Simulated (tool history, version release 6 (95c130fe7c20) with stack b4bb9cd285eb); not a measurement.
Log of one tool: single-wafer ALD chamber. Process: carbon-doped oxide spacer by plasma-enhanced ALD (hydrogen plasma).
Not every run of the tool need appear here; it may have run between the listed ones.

run,hour,heater temperature setpoint (deg C),number of ALD cycles (cycles),mean film thickness on the monitor wafer (nm)
1,0,415,198,7.911
2,1.1,405,198,8.1669
3,6.9,412,183,7.3698
4,8.6,423,183,7.1043
5,16.2,426,174,6.7291
6,22.2,418,174,6.8868

Run 7 comes next. What will it give?
7,25.7,422,167,?

Run 7 measured mean film thickness on the monitor wafer (nm) 6.5376.

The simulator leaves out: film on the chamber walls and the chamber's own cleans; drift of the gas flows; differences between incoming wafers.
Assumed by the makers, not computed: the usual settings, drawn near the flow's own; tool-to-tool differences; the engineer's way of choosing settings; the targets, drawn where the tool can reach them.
